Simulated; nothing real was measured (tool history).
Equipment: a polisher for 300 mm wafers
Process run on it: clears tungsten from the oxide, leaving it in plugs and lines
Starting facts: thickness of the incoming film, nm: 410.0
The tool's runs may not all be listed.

run  hour  flow of slurry (ml/min)  pressure of the wafer on the pad (psi)  speed of the pad under the wafer (m/s)  abrasive content of the slurry  overpolish time after the end point (s)  time until the end point was called (s)
  1     0                      270                                       4                                    1.36                               1                                       29                                    72.48
  2   5.1                      270                                       4                                    1.58                               1                                       29                                   62.256
  3     6                      270                                     3.6                                    1.56                               1                                       29                                   68.298
  4  11.4                      270                                     3.2                                    1.54                               1                                       29                                   77.223
  5  15.4                      270                                       3                                    1.54                               1                                       29                                   77.357
  6  24.2                      270                                     2.8                                    1.52                               1                                       29                                   84.007

Forecast run 7:
  7  30.5                      270                                     2.8                                    1.52                               1                                       29                                        ?

Run 7 yielded time until the end point was called (s) 85.152.
